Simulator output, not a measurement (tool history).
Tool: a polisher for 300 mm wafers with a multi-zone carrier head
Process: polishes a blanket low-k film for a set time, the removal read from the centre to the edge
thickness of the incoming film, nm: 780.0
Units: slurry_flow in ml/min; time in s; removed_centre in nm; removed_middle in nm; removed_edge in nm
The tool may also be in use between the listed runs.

run  hour  slurry_flow  centre_zone  middle_zone  edge_zone  slurry_solids  time  removed_centre  removed_middle  removed_edge
  1     0          210            1            1          1              1    40          25.888          25.105         23.95
  2   6.3          210            1            1          1           0.85    40          24.266          23.617         22.86
  3  14.4          210            1         0.97          1           0.85    40          24.311          23.069         22.79
  4  16.3          210            1         0.97          1           0.95    40          25.144           24.14        24.037
  5  23.8          210            1         0.93          1           0.95    40          25.138          23.331        24.557
  6  31.1          165            1         0.93          1           0.95    40          24.043            22.5        23.039
  7  34.1          180         0.98         0.96       1.01           0.95    40          23.996          23.379        23.774

Run 8 comes next. What will it give?
  8  34.9          190         0.97         0.99       1.02           0.95    40               ?               ?             ?

Run 8 gave removed_centre 24.19 nm, removed_middle 23.761 nm, removed_edge 23.406 nm.
